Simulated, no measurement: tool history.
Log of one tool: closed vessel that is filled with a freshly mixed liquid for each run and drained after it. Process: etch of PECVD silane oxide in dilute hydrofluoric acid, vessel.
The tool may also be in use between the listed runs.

run	hour	temperature setpoint of the liquid (°C)	parts of water to one part of 49 % hydrofluoric acid (parts by volume)	time in the liquid (s)	thickness taken off the PECVD silane oxide on a monitor wafer (nm)
1	0.0	24.0	140	105	36.702
2	7.0	24.0	140	115	40.756
3	11.5	24.0	120	115	48.273
4	16.5	22.5	120	115	45.590
5	23.6	22.5	100	115	55.594
6	29.0	25.5	100	115	62.809
7	33.1	23.5	110	115	52.388

Run 8, settings as shown, results not yet in. Your forecast:
8	34.2	22.0	120	115	?

{"run 8": {"thickness taken off the PECVD silane oxide on a monitor wafer (nm)": 44.541}}
